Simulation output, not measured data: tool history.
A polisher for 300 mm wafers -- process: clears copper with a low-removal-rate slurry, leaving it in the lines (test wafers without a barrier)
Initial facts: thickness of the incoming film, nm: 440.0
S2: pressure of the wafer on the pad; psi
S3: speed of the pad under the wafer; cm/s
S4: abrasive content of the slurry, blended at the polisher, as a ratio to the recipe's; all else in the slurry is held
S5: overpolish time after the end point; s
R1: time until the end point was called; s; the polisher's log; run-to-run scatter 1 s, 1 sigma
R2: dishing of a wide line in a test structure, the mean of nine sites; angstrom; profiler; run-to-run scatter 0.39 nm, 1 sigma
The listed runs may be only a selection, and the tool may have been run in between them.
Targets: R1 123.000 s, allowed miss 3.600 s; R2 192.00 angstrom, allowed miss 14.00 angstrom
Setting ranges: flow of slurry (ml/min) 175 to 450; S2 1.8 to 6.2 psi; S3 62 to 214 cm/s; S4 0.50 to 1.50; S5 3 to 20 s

run 1 hour=0.0 | flow_of_slurry_(ml/min)=290 S2=4.0 S3=138 S4=1.00 S5=10 | R1=93.783 R2=347.56
run 2 hour=1.6 | flow_of_slurry_(ml/min)=290 S2=4.0 S3=138 S4=1.00 S5=7 | R1=94.512 R2=255.61
run 3 hour=9.9 | flow_of_slurry_(ml/min)=290 S2=3.7 S3=138 S4=1.00 S5=7 | R1=101.040 R2=234.70
run 4 hour=13.7 | flow_of_slurry_(ml/min)=290 S2=3.5 S3=138 S4=1.00 S5=7 | R1=106.800 R2=221.63
run 5 hour=22.4 | flow_of_slurry_(ml/min)=290 S2=3.5 S3=138 S4=0.80 S5=7 | R1=113.840 R2=215.27
run 6 hour=24.3 | flow_of_slurry_(ml/min)=290 S2=4.3 S3=138 S4=0.80 S5=7 | R1=92.955 R2=256.66
run 7 hour=30.9 | flow_of_slurry_(ml/min)=290 S2=4.0 S3=138 S4=0.80 S5=7 | R1=99.193 R2=242.26
run 8 hour=34.3 | flow_of_slurry_(ml/min)=290 S2=3.8 S3=138 S4=0.80 S5=7 | R1=105.820 R2=228.61
run 9 hour=39.8 | flow_of_slurry_(ml/min)=290 S2=3.6 S3=138 S4=0.80 S5=7 | R1=109.250 R2=216.49
run 10 hour=48.1 | flow_of_slurry_(ml/min)=290 S2=3.5 S3=138 S4=0.80 S5=7 | R1=115.320 R2=208.87
run 11 hour=52.0 | flow_of_slurry_(ml/min)=290 S2=3.4 S3=138 S4=0.80 S5=7 | R1=116.370 R2=204.37

Next run, 5 choices. One meets every target within its allowed miss, the rest don't. Which?
run A hour=55.9 | flow_of_slurry_(ml/min)=290 S2=2.5 S3=178 S4=1.00 S5=7 | R1=? R2=?
run B hour=55.9 | flow_of_slurry_(ml/min)=220 S2=3.8 S3=164 S4=0.55 S5=7 | R1=? R2=?
run C hour=55.9 | flow_of_slurry_(ml/min)=200 S2=3.9 S3=122 S4=0.75 S5=9 | R1=? R2=?
run D hour=55.9 | flow_of_slurry_(ml/min)=325 S2=3.5 S3=116 S4=0.90 S5=8 | R1=? R2=?
run E hour=55.9 | flow_of_slurry_(ml/min)=220 S2=3.0 S3=180 S4=0.70 S5=9 | R1=? R2=?

move=A R1=122.480 R2=190.27
move=B R1=107.740 R2=216.97
move=C R1=117.810 R2=252.67
move=D R1=120.750 R2=220.55
move=E R1=117.150 R2=251.99
A: meets every target
B: lands further from the targets than the last run did
C: lands further from the targets than the last run did
D: the worst result of the last run now meets its target, but another is out of spec
E: lands further from the targets than the last run did
So the answer is move A, the one that meets all the targets.
